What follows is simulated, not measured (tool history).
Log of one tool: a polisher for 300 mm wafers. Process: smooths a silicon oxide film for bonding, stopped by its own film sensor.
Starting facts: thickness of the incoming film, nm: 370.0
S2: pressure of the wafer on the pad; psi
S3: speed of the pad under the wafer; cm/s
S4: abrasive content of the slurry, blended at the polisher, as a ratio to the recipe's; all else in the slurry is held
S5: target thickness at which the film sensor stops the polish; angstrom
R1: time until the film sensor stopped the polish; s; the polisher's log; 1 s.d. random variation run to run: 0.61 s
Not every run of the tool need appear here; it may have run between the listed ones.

run 1 hour=0 | flow_of_slurry_(ml/min)=205 S2=2 S3=82 S4=1 S5=3350 | R1=53.185
run 2 hour=5.4 | flow_of_slurry_(ml/min)=205 S2=2 S3=82 S4=1 S5=3350 | R1=53.029
run 3 hour=7.5 | flow_of_slurry_(ml/min)=205 S2=2 S3=90 S4=1 S5=3350 | R1=50.791
run 4 hour=16.2 | flow_of_slurry_(ml/min)=205 S2=2 S3=90 S4=1 S5=3380 | R1=46.391
run 5 hour=24.2 | flow_of_slurry_(ml/min)=205 S2=1.8 S3=90 S4=1 S5=3380 | R1=51.874
run 6 hour=25.2 | flow_of_slurry_(ml/min)=205 S2=1.7 S3=90 S4=1 S5=3380 | R1=54.18
run 7 hour=31.2 | flow_of_slurry_(ml/min)=195 S2=1.1 S3=90 S4=1 S5=3380 | R1=83.085
run 8 hour=38.3 | flow_of_slurry_(ml/min)=210 S2=1.1 S3=90 S4=1 S5=3380 | R1=82.686
run 9 hour=44.1 | flow_of_slurry_(ml/min)=210 S2=1.2 S3=90 S4=1 S5=3380 | R1=75.547
run 10 hour=46.9 | flow_of_slurry_(ml/min)=220 S2=1.2 S3=90 S4=1 S5=3380 | R1=75.406

The next listed run, before its measurement:
run 11 hour=51.2 | flow_of_slurry_(ml/min)=230 S2=1.2 S3=90 S4=1 S5=3380 | R1=?

R1: 75.653 s

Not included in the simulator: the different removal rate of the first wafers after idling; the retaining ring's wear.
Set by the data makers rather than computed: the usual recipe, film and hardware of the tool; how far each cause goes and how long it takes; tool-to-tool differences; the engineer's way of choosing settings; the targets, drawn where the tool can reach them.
